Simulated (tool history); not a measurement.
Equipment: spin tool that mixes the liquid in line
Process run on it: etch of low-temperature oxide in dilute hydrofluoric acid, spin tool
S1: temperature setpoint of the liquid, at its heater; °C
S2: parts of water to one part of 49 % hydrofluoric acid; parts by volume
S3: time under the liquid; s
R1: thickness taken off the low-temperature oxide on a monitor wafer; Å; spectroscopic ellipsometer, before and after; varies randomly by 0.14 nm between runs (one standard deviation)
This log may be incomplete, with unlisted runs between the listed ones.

| run | hour | S1 | S2 | S3 | R1 |
|---|---|---|---|---|---|
| 1 | 0 | 20 | 145 | 290 | 180.5 |
| 2 | 1.7 | 20 | 190 | 290 | 132.02 |
| 3 | 8.3 | 20 | 155 | 290 | 166.67 |
| 4 | 9 | 20 | 155 | 310 | 178.13 |
| 5 | 16.7 | 20 | 155 | 290 | 166.97 |
| 6 | 18.6 | 20 | 135 | 290 | 194.89 |
| 7 | 27.5 | 22 | 125 | 290 | 231.71 |
| 8 | 34.1 | 23.5 | 120 | 290 | 255.65 |

What will run 9 give?
| 9 | 37.1 | 27.5 | 100 | 290 | ? |

Run 9 measured R1 369.27 Å.
